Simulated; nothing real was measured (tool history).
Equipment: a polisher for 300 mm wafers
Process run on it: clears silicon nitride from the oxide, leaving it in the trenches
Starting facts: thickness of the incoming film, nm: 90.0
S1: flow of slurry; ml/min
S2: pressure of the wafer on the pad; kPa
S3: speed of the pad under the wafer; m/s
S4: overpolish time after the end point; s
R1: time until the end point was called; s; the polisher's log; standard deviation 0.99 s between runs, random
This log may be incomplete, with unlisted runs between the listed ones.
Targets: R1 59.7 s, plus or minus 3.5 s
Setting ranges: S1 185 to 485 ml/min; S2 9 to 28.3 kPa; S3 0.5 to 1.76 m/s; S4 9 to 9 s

run	day	S1	S2	S3	S4	R1
1	0	310	18.6	1.12	9	111.64
2	0.346	310	21.4	1.12	9	98.182
3	0.404	310	23.4	1.2	9	81.603
4	0.704	310	23.4	1.02	9	96.388
5	0.742	310	26.9	1.02	9	86.203
6	0.854	310	26.9	1.02	9	85.007
7	1.158	310	27.6	1.12	9	79.192
8	1.454	315	27.6	1.24	9	67.367
9	1.712	315	27.6	1.28	9	67.322
10	1.983	315	27.6	1.32	9	64.168
11	2.308	315	27.6	1.34	9	64.739
12	2.525	315	27.6	1.36	9	63.272

Exactly one of the 4 candidate moves below puts every result within its allowed miss. Which one?
A	2.742	325	26.2	1.36	9	?
B	2.742	260	26.9	1.54	9	?
C	2.742	395	28.3	1.12	9	?
D	2.742	265	26.9	1.38	9	?

move	R1
A	66.065
B	58.392
C	73.211
D	64.86
A: moves away from the targets compared with the last run
B: hits every target within its allowed miss
C: moves away from the targets compared with the last run
D: moves away from the targets compared with the last run
The move that meets every target is B.
